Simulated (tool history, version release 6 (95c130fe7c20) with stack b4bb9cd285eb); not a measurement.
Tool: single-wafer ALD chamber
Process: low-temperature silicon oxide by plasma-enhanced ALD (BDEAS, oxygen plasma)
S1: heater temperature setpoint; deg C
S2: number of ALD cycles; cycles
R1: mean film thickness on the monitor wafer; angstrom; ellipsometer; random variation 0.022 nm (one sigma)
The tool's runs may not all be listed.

run	day	S1	S2	R1
1	0	105	46	65.79
2	0.025	104	47	67.359
3	0.317	93	47	68.762
4	0.654	93	44	64.452
# day 0.817: thermocouple changed; heater temperature recalibrated
5	0.817	93	38	56.182
6	1.188	92	40	59.574
7	1.304	85	47	71.048

Run 8 comes next. What will it give?
8	1.621	85	48	?

R1: 72.954 angstrom
